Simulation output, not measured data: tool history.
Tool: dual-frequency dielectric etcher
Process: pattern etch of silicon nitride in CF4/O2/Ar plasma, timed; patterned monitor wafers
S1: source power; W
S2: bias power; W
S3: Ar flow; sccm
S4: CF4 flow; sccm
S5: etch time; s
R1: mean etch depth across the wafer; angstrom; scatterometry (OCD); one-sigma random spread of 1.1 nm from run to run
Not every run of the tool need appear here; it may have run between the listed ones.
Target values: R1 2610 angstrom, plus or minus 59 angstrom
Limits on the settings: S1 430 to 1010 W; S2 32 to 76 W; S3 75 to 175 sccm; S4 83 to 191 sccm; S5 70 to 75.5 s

run	hour	S1	S2	S3	S4	S5	R1
1	0	720	54	125	137	75.5	2031.2
2	2.1	720	54	125	127	75.5	1999
3	7.9	720	61	125	127	75.5	2085.4
4	11.7	720	61	125	116	75.5	2053.4
5	17.7	770	61	125	116	75.5	2173.8
6	24.3	810	61	125	116	75.5	2273.8
7	29.2	840	61	125	116	75.5	2362.2
8	32.6	860	61	125	116	75.5	2396.7

Below are 4 possible settings for the next run. Only one of them brings all results inside the allowed miss of their targets. Which is it?
A	36	940	63	138	115	75.5	?
B	36	860	65	132	121	70	?
C	36	870	60	113	115	70	?
D	36	800	61	129	109	72	?

move	R1
A	2591.4
B	2287.1
C	2262.1
D	2105.5
A: hits every target within its allowed miss
B: moves away from the targets compared with the last run
C: moves away from the targets compared with the last run
D: moves away from the targets compared with the last run
Move A is the one to make.

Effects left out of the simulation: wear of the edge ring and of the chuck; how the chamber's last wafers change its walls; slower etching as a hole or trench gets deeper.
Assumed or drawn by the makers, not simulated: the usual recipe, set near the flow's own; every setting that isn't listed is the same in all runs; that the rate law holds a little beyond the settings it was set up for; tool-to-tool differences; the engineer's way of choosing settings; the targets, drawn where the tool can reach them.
